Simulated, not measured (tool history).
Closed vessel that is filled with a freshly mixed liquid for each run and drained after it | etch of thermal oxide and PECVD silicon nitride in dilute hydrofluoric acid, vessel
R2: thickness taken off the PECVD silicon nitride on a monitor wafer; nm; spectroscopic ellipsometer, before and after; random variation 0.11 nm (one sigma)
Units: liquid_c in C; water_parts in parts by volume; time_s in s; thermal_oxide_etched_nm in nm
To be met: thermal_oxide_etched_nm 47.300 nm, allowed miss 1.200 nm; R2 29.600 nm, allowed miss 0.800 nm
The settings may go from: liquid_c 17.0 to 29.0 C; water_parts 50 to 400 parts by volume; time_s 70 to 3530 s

run 1 hour=0.0 | liquid_c=21.0 water_parts=225 time_s=1800 | thermal_oxide_etched_nm=26.582 R2=15.871
run 2 hour=2.3 | liquid_c=19.5 water_parts=225 time_s=1800 | thermal_oxide_etched_nm=25.584 R2=14.395
run 3 hour=9.8 | liquid_c=20.0 water_parts=215 time_s=1790 | thermal_oxide_etched_nm=27.329 R2=15.435
run 4 hour=11.3 | liquid_c=17.5 water_parts=215 time_s=1790 | thermal_oxide_etched_nm=24.575 R2=13.159
run 5 hour=17.2 | liquid_c=17.0 water_parts=215 time_s=1790 | thermal_oxide_etched_nm=23.810 R2=12.749
run 6 hour=25.9 | liquid_c=17.0 water_parts=240 time_s=1790 | thermal_oxide_etched_nm=21.032 R2=11.420
-- hour=34.0 hydrofluoric acid flow meter replaced
run 7 hour=34.0 | liquid_c=18.0 water_parts=230 time_s=1780 | thermal_oxide_etched_nm=25.285 R2=13.760
run 8 hour=37.6 | liquid_c=22.0 water_parts=215 time_s=1710 | thermal_oxide_etched_nm=30.893 R2=18.365

4 next moves are on the table. One of them brings every result within its allowed miss. Which?
run A hour=41.2 | liquid_c=18.0 water_parts=135 time_s=1735 | thermal_oxide_etched_nm=? R2=?
run B hour=41.2 | liquid_c=23.0 water_parts=220 time_s=1940 | thermal_oxide_etched_nm=? R2=?
run C hour=41.2 | liquid_c=25.0 water_parts=285 time_s=1530 | thermal_oxide_etched_nm=? R2=?
run D hour=41.2 | liquid_c=24.5 water_parts=205 time_s=2235 | thermal_oxide_etched_nm=? R2=?

move=A thermal_oxide_etched_nm=46.305 R2=22.208
move=B thermal_oxide_etched_nm=35.396 R2=21.442
move=C thermal_oxide_etched_nm=21.664 R2=14.815
move=D thermal_oxide_etched_nm=46.981 R2=29.119
A: nearer than the last run, and not there yet
B: nearer than the last run, and not there yet
C: further off than the last run
D: meets every target
The right move is D.

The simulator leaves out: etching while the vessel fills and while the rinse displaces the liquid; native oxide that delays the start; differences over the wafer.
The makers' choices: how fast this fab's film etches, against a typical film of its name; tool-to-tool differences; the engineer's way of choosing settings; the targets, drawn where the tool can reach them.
